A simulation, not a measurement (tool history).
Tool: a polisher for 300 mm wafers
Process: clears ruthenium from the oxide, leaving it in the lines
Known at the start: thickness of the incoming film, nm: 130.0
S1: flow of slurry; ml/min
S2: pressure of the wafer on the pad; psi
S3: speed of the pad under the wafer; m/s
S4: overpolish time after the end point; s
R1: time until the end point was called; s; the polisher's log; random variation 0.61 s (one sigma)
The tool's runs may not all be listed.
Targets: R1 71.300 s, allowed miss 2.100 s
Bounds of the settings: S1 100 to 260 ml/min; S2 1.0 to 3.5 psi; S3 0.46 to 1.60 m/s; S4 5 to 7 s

run	day	S1	S2	S3	S4	R1
1	0.000	165	2.2	1.02	7	117.080
2	0.267	170	2.3	1.02	7	114.140
3	0.583	170	2.3	1.16	7	102.100
4	0.675	170	2.3	0.96	7	120.280
5	0.804	170	2.3	0.96	5	119.560
6	1.000	170	2.3	0.96	5	121.920
7	1.079	170	2.4	0.96	5	116.850
8	1.379	170	2.5	0.98	5	109.230

Which of these 5 next moves meets every target?
A	1.679	160	3.3	1.26	7	?
B	1.679	180	3.0	1.26	6	?
C	1.679	190	2.7	1.28	6	?
D	1.679	115	2.5	1.48	7	?
E	1.679	200	3.0	1.34	5	?

move	R1
A	65.697
B	70.952
C	76.765
D	76.447
E	66.015
A: takes the result that was furthest off past its target
B: meets every target
C: nearer than the last run, and not there yet
D: nearer than the last run, and not there yet
E: takes the result that was furthest off past its target
The right move is B.
